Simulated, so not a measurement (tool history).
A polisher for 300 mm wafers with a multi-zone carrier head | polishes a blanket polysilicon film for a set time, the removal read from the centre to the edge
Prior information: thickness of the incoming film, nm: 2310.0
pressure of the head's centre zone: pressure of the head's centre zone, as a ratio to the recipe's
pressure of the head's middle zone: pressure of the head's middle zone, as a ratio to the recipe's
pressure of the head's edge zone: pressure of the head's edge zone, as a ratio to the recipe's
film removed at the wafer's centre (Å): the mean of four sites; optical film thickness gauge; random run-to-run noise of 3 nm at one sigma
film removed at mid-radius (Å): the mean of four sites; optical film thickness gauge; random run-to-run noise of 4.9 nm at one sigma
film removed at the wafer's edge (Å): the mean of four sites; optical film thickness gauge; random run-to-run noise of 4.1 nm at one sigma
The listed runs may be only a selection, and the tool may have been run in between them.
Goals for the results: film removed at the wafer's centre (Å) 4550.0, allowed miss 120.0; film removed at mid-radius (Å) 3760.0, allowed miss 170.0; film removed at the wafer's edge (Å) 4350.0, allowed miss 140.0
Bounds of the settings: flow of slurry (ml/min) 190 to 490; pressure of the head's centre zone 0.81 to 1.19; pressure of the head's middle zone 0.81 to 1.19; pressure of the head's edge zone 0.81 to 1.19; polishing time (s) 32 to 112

run    day  flow of slurry (ml/min)  pressure of the head's centre zone  pressure of the head's middle zone  pressure of the head's edge zone  polishing time (s)  film removed at the wafer's centre (Å)  film removed at mid-radius (Å)  film removed at the wafer's edge (Å)
  1  0.000                      315                                1.00                                1.00                              1.00                  72                                  6132.3                          6199.3                                6385.1
  2  0.367                      315                                1.01                                0.96                              0.98                  66                                  5708.6                          5328.0                                5719.5
  3  0.492                      315                                1.01                                0.96                              0.91                  66                                  5673.5                          5307.6                                5520.2
  4  0.612                      310                                1.00                                0.93                              0.89                  63                                  5364.8                          5005.5                                5253.0
  5  0.829                      310                                1.00                                0.90                              0.89                  60                                  5138.3                          4626.2                                4958.8
  6  1.071                      340                                1.00                                0.90                              0.89                  60                                  5170.3                          4577.0                                5104.5
  7  1.112                      335                                1.00                                0.88                              0.88                  58                                  4988.1                          4492.0                                4975.1
  8  1.421                      335                                1.01                                0.86                              0.87                  56                                  4838.8                          4164.5                                4594.4
  9  1.550                      285                                0.99                                0.81                              0.88                  54                                  4535.1                          3814.9                                4519.5
 10  1.754                      285                                0.99                                0.81                              0.88                  54                                  4475.3                          3770.0                                4395.1
 11  2.125                      285                                1.00                                0.81                              0.88                  54                                  4600.2                          3778.6                                4549.1

Exactly one of the 4 candidate moves below puts every result within its allowed miss. Which one?
  A  2.496                      220                                1.04                                0.84                              0.89                  53                                       ?                               ?                                     ?
  B  2.496                      310                                0.98                                0.81                              0.94                  54                                       ?                               ?                                     ?
  C  2.496                      205                                0.98                                0.87                              1.01                  57                                       ?                               ?                                     ?
  D  2.496                      265                                0.96                                0.81                              1.01                  57                                       ?                               ?                                     ?

move  film removed at the wafer's centre (Å)  film removed at mid-radius (Å)  film removed at the wafer's edge (Å)
   A                                  4566.5                          3748.7                                4240.3
   B                                  4564.6                          3848.0                                4530.1
   C                                  4579.8                          4112.8                                4735.6
   D                                  4638.9                          3999.6                                4849.9
A: meets every target
B: an improvement on the last run, though not all results are within tolerance
C: its largest miss is bigger than the last run's
D: its largest miss is bigger than the last run's
A meets every target.
